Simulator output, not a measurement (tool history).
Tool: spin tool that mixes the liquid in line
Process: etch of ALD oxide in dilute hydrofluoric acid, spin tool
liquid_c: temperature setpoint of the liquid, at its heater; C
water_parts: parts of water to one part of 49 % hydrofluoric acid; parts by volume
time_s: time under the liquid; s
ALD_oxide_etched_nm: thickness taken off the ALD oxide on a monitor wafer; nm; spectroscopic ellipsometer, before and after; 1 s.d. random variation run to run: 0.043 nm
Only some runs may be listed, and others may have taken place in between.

run 1 hour=0 | liquid_c=24 water_parts=245 time_s=65 | ALD_oxide_etched_nm=4.4963
run 2 hour=6.7 | liquid_c=22 water_parts=245 time_s=65 | ALD_oxide_etched_nm=4.1639
run 3 hour=11 | liquid_c=22 water_parts=295 time_s=65 | ALD_oxide_etched_nm=3.2914
run 4 hour=17.4 | liquid_c=24.5 water_parts=280 time_s=65 | ALD_oxide_etched_nm=3.8344
run 5 hour=19 | liquid_c=23 water_parts=280 time_s=65 | ALD_oxide_etched_nm=3.6038
run 6 hour=27.2 | liquid_c=25 water_parts=270 time_s=65 | ALD_oxide_etched_nm=4.0772
run 7 hour=33 | liquid_c=26.5 water_parts=260 time_s=65 | ALD_oxide_etched_nm=4.515
run 8 hour=36.3 | liquid_c=27.5 water_parts=255 time_s=65 | ALD_oxide_etched_nm=4.7809
run 9 hour=38.8 | liquid_c=28.5 water_parts=250 time_s=65 | ALD_oxide_etched_nm=5.063

Run 10 has not been measured yet. What should we expect?
run 10 hour=44.5 | liquid_c=29.5 water_parts=245 time_s=65 | ALD_oxide_etched_nm=?

ALD_oxide_etched_nm: 5.4172 nm
